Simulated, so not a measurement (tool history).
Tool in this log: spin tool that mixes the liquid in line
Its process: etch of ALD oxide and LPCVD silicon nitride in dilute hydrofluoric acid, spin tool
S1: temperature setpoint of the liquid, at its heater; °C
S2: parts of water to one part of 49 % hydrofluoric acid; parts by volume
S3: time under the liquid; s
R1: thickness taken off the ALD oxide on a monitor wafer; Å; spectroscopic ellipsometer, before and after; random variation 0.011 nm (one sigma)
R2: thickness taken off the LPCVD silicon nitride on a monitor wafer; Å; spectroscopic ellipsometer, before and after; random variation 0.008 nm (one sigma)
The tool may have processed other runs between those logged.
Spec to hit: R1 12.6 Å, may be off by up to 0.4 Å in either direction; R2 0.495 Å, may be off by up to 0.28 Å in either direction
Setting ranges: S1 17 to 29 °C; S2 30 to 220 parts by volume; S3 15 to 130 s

Run 1, hour 0: S1 21 °C, S2 125 parts by volume, S3 65 s. Result: R1 56.22 Å, R2 1.9955 Å.
Run 2, hour 4.1: S1 21 °C, S2 90 parts by volume, S3 65 s. Result: R1 81.085 Å, R2 2.7948 Å.
Run 3, hour 8: S1 20 °C, S2 125 parts by volume, S3 60 s. Result: R1 51.067 Å, R2 2.2482 Å.
Run 4, hour 10.7: S1 20.5 °C, S2 150 parts by volume, S3 50 s. Result: R1 34.423 Å, R2 1.2694 Å.
Run 5, hour 15: S1 20.5 °C, S2 115 parts by volume, S3 50 s. Result: R1 47.703 Å, R2 1.7438 Å.
Run 6, hour 23.5: S1 20 °C, S2 145 parts by volume, S3 45 s. Result: R1 32.179 Å, R2 1.1026 Å.
Run 7, hour 26.3: S1 19 °C, S2 165 parts by volume, S3 45 s. Result: R1 26.669 Å, R2 1.0041 Å.
Run 8, hour 29.2: S1 18.5 °C, S2 180 parts by volume, S3 40 s. Result: R1 20.761 Å, R2 0.91961 Å.
Run 9, hour 30: S1 17 °C, S2 220 parts by volume, S3 35 s. Result: R1 13.754 Å, R2 0.37496 Å.
Run 10, hour 38.5: S1 17.5 °C, S2 220 parts by volume, S3 35 s. Result: R1 13.732 Å, R2 0.5428 Å.
Run 11, hour 39.8: S1 17.5 °C, S2 220 parts by volume, S3 30 s. Result: R1 11.839 Å, R2 0.61973 Å.
Run 12, hour 42.9: S1 17 °C, S2 215 parts by volume, S3 30 s. Result: R1 11.842 Å, R2 0.52107 Å.
Run 13, hour 43.8: S1 17.5 °C, S2 215 parts by volume, S3 30 s. Result: R1 12.107 Å, R2 0.50081 Å.

Consider the 4 candidate settings below. Which is the only one whose results all fall within their allowed miss of target?
Run A, hour 44.7: S1 17 °C, S2 220 parts by volume, S3 30 s. Result: R1 ?, R2 ?.
Run B, hour 44.7: S1 20 °C, S2 205 parts by volume, S3 25 s. Result: R1 ?, R2 ?.
Run C, hour 44.7: S1 20 °C, S2 195 parts by volume, S3 25 s. Result: R1 ?, R2 ?.
Run D, hour 44.7: S1 17.5 °C, S2 220 parts by volume, S3 30 s. Result: R1 ?, R2 ?.

move      R1       R2
   A  11.742  0.45797
   B  11.983  0.49917
   C  12.719   0.5239
   D  11.979   0.4737
A: lands further from the targets than the last run did
B: lands further from the targets than the last run did
C: hits every target within its allowed miss
D: lands further from the targets than the last run did
Move C is the one to make.
